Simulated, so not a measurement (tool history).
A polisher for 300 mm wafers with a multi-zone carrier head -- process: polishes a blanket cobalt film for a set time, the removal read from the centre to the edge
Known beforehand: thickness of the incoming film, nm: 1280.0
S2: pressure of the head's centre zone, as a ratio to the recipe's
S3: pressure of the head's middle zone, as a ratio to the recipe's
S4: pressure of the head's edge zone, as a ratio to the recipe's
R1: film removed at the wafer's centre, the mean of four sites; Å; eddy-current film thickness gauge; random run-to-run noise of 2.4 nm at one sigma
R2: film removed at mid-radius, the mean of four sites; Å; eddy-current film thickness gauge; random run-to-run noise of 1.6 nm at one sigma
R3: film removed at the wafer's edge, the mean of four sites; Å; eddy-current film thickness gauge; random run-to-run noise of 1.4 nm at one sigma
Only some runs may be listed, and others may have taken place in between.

Run 1, day 0: flow of slurry (ml/min) 160, S2 1, S3 1, S4 1, polishing time (s) 51. Result: R1 2147.4 Å, R2 2092.1 Å, R3 2030.4 Å.
Run 2, day 0.212: flow of slurry (ml/min) 160, S2 1.04, S3 1, S4 1, polishing time (s) 51. Result: R1 2157.2 Å, R2 2096.7 Å, R3 2038.1 Å.
Run 3, day 0.558: flow of slurry (ml/min) 160, S2 1.04, S3 1.08, S4 1, polishing time (s) 51. Result: R1 2123.6 Å, R2 2209.9 Å, R3 2018.9 Å.
Run 4, day 0.804: flow of slurry (ml/min) 160, S2 1.04, S3 1.08, S4 0.96, polishing time (s) 51. Result: R1 2172.2 Å, R2 2229.6 Å, R3 1986.4 Å.
Run 5, day 0.933: flow of slurry (ml/min) 170, S2 1.04, S3 1.08, S4 0.98, polishing time (s) 51. Result: R1 2174.4 Å, R2 2249.6 Å, R3 2056 Å.
Run 6, day 1.225: flow of slurry (ml/min) 170, S2 1.04, S3 1.08, S4 0.9, polishing time (s) 51. Result: R1 2192.3 Å, R2 2227 Å, R3 1968.9 Å.

What will run 7 give?
Run 7, day 1.346: flow of slurry (ml/min) 180, S2 1.03, S3 1.08, S4 0.93, polishing time (s) 51. Result: R1 ?, R2 ?, R3 ?.

{"run 7": {"R1": 2159.7, "R2": 2270.6, "R3": 2001.7}}
